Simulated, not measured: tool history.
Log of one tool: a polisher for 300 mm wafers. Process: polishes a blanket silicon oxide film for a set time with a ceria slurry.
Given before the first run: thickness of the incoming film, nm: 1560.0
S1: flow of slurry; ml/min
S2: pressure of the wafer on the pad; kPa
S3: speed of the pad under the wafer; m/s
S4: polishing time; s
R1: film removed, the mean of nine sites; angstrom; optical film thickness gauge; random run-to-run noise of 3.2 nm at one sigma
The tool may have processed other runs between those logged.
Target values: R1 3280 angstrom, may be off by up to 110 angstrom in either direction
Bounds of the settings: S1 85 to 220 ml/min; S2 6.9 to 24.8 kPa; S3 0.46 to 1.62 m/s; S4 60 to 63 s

Run 1, hour 0: S1 140 ml/min, S2 15.9 kPa, S3 1.04 m/s, S4 60 s. Result: R1 2044.4 angstrom.
Run 2, hour 8.7: S1 140 ml/min, S2 15.9 kPa, S3 1.04 m/s, S4 60 s. Result: R1 2058.3 angstrom.
Run 3, hour 11.4: S1 145 ml/min, S2 16.5 kPa, S3 1.04 m/s, S4 60 s. Result: R1 2151.8 angstrom.
Run 4, hour 20: S1 150 ml/min, S2 17.2 kPa, S3 1.04 m/s, S4 60 s. Result: R1 2257.5 angstrom.
Run 5, hour 22.6: S1 150 ml/min, S2 17.9 kPa, S3 1.04 m/s, S4 60 s. Result: R1 2333.6 angstrom.
Run 6, hour 28.5: S1 150 ml/min, S2 15.2 kPa, S3 1.04 m/s, S4 60 s. Result: R1 1981.8 angstrom.
Run 7, hour 31.8: S1 150 ml/min, S2 16.5 kPa, S3 1.04 m/s, S4 60 s. Result: R1 2151.1 angstrom.
Run 8, hour 38.5: S1 150 ml/min, S2 17.2 kPa, S3 1.04 m/s, S4 60 s. Result: R1 2215.6 angstrom.
Run 9, hour 40.3: S1 150 ml/min, S2 17.9 kPa, S3 1.04 m/s, S4 60 s. Result: R1 2332.6 angstrom.
Run 10, hour 41.9: S1 150 ml/min, S2 18.6 kPa, S3 1.04 m/s, S4 60 s. Result: R1 2413.4 angstrom.
Run 11, hour 43.6: S1 150 ml/min, S2 19.3 kPa, S3 1.04 m/s, S4 60 s. Result: R1 2454.7 angstrom.
Run 12, hour 47.1: S1 155 ml/min, S2 20 kPa, S3 1.04 m/s, S4 60 s. Result: R1 2574.4 angstrom.
Run 13, hour 52: S1 155 ml/min, S2 20.7 kPa, S3 1.04 m/s, S4 60 s. Result: R1 2690.9 angstrom.
Run 14, hour 54.2: S1 155 ml/min, S2 21.4 kPa, S3 1.04 m/s, S4 60 s. Result: R1 2741.7 angstrom.
Run 15, hour 57.6: S1 155 ml/min, S2 22.1 kPa, S3 1.04 m/s, S4 60 s. Result: R1 2864.8 angstrom.
Run 16, hour 58.6: S1 165 ml/min, S2 23.4 kPa, S3 1.04 m/s, S4 60 s. Result: R1 3084.6 angstrom.
Run 17, hour 59.2: S1 165 ml/min, S2 24.1 kPa, S3 1.04 m/s, S4 60 s. Result: R1 3154.7 angstrom.

Next run, 4 choices. One meets every target within its allowed miss, the rest don't. Which?
Run A, hour 59.8: S1 190 ml/min, S2 24.1 kPa, S3 0.98 m/s, S4 60 s. Result: R1 ?.
Run B, hour 59.8: S1 140 ml/min, S2 22.8 kPa, S3 1.06 m/s, S4 61 s. Result: R1 ?.
Run C, hour 59.8: S1 180 ml/min, S2 22.1 kPa, S3 1.08 m/s, S4 60 s. Result: R1 ?.
Run D, hour 59.8: S1 155 ml/min, S2 24.8 kPa, S3 1.02 m/s, S4 62 s. Result: R1 ?.

move      R1
   A  2976.7
   B  2923.9
   C  2971.8
   D  3179.5
A: the biggest miss grows against the last run
B: the biggest miss grows against the last run
C: the biggest miss grows against the last run
D: each result inside its tolerance
D meets every target.

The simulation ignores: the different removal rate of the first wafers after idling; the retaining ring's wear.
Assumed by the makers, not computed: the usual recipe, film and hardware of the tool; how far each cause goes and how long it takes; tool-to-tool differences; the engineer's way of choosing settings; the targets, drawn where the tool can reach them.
